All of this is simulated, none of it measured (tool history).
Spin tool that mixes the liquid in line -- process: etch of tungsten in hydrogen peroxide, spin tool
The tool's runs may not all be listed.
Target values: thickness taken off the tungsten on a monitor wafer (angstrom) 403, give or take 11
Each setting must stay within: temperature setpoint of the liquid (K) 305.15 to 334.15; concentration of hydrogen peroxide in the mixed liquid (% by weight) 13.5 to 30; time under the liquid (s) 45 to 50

run,day,temperature setpoint of the liquid (K),concentration of hydrogen peroxide in the mixed liquid (% by weight),time under the liquid (s),thickness taken off the tungsten on a monitor wafer (angstrom)
1,0,318.15,25.5,45,536.02
2,0.279,317.15,25.5,45,507.39
3,0.604,323.15,25.5,45,730.79
4,0.796,323.15,30,45,802.07
5,0.946,321.15,30,45,707.74
6,1.083,319.65,30,45,639.93
# day 1.35: thermometer replaced
7,1.35,318.15,30,45,629.1
8,1.425,316.65,30,45,584.78
9,1.533,309.15,30,45,351.26
10,1.621,309.15,30,45,354.2
11,1.95,309.15,30,45,356.3
12,2.162,309.65,30,45,365.77
13,2.35,310.15,30,45,377.29
14,2.65,310.65,30,45,390.74

Below are 4 possible settings for the next run. Only one of them brings all results inside the allowed miss of their targets. Which is it?
A,2.95,310.65,28.5,45,?
B,2.95,308.65,28.5,50,?
C,2.95,310.15,27.5,50,?
D,2.95,310.65,29,45,?

move,thickness taken off the tungsten on a monitor wafer (angstrom)
A,380.64
B,370.22
C,401.92
D,383.97
A: its largest miss is bigger than the last run's
B: its largest miss is bigger than the last run's
C: in spec on every target
D: its largest miss is bigger than the last run's
Correct choice: C, which meets every target
